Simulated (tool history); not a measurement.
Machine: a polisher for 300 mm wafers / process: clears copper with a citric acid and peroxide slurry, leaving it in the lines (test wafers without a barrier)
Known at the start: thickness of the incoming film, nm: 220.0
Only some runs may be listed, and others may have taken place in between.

| run | hour | flow of slurry (ml/min) | pressure of the wafer on the pad (psi) | speed of the pad under the wafer (cm/s) | abrasive content of the slurry | overpolish time after the end point (s) | time until the end point was called (s) | dishing of a wide line in a test structure (Å) |
|---|---|---|---|---|---|---|---|---|
| 1 | 0 | 315 | 3.1 | 104 | 1 | 26 | 77.976 | 340.86 |
| 2 | 1.2 | 285 | 3.1 | 104 | 1 | 26 | 79.387 | 349.49 |
| 3 | 3.8 | 285 | 3.1 | 104 | 1 | 21 | 78.73 | 309.5 |
| 4 | 11.7 | 345 | 3.3 | 106 | 1 | 17 | 74.251 | 277.11 |
| 5 | 18.1 | 375 | 3.6 | 108 | 1 | 14 | 64.235 | 261.54 |
| 6 | 21.8 | 380 | 3.8 | 108 | 1 | 13 | 62.843 | 263.56 |
| 7 | 25.2 | 385 | 4 | 108 | 1 | 12 | 59.905 | 251.63 |

What does the tool deliver on the next run?
| 8 | 33.1 | 385 | 4.2 | 108 | 1 | 12 | ? | ? |

time until the end point was called (s): 55.681
dishing of a wide line in a test structure (Å): 258.83

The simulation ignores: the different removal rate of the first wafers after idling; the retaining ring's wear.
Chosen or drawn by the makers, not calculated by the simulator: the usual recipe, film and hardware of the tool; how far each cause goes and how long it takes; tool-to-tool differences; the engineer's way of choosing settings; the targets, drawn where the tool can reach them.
